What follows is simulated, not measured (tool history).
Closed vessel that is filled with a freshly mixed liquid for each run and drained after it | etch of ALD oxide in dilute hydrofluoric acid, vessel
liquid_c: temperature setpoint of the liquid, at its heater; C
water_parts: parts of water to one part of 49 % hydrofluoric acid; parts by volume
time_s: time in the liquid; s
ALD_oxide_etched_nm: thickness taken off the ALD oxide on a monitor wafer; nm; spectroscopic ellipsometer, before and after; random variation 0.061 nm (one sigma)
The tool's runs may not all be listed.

run	hour	liquid_c	water_parts	time_s	ALD_oxide_etched_nm
1	0.0	26.0	145	275	19.451
2	1.6	25.0	150	275	17.759
3	4.1	24.0	155	275	16.718
4	4.7	24.0	155	275	16.609
5	11.8	24.0	115	275	23.549
# hour 13.0: thermometer replaced
6	13.0	23.0	125	275	18.447
7	20.3	22.0	125	275	17.963
8	22.6	21.5	130	275	16.873

Forecast run 9:
9	30.8	21.0	135	275	?

Run 9 gave ALD_oxide_etched_nm 15.744 nm.
